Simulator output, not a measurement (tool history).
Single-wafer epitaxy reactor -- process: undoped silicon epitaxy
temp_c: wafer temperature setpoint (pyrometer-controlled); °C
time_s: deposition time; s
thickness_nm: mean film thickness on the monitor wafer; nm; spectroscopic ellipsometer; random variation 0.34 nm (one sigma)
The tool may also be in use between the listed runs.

run  hour  temp_c  time_s  thickness_nm
  1   0.0     635     567        63.921
  2   7.0     629     567        56.606
  3   8.3     633     568        61.388
  4  15.0     633     492        53.329
  5  19.0     640     492        61.462
  6  27.7     650     492        73.692
  7  34.8     651     502        77.714
  8  38.0     652     508        79.640

Forecast run 9:
  9  43.1     653     514             ?

{"run 9": {"thickness_nm": 81.796}}

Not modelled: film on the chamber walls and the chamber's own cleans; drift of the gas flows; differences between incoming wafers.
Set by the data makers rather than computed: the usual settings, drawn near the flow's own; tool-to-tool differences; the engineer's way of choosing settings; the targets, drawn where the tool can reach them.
